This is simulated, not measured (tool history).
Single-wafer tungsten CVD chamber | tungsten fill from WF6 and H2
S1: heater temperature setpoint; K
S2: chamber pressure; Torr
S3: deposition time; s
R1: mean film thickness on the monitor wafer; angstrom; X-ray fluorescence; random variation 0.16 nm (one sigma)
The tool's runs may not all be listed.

run 1 hour=0.0 | S1=673.15 S2=45.0 S3=11.37 | R1=446.35
run 2 hour=2.5 | S1=668.15 S2=44.0 S3=11.37 | R1=398.24
run 3 hour=3.6 | S1=664.15 S2=43.9 S3=11.37 | R1=367.32
run 4 hour=5.0 | S1=661.15 S2=43.8 S3=11.37 | R1=342.74
run 5 hour=12.9 | S1=661.15 S2=40.7 S3=11.37 | R1=333.41
run 6 hour=14.4 | S1=661.15 S2=40.7 S3=11.37 | R1=335.19
run 7 hour=22.3 | S1=659.15 S2=40.6 S3=11.37 | R1=315.79
run 8 hour=28.2 | S1=658.15 S2=40.6 S3=11.37 | R1=310.64
run 9 hour=33.3 | S1=650.15 S2=40.3 S3=11.37 | R1=258.33
run 10 hour=38.7 | S1=651.15 S2=40.3 S3=11.37 | R1=262.94

The next listed run, before its measurement:
run 11 hour=47.1 | S1=652.15 S2=40.3 S3=11.37 | R1=?

{"run 11": {"R1": 268.27}}
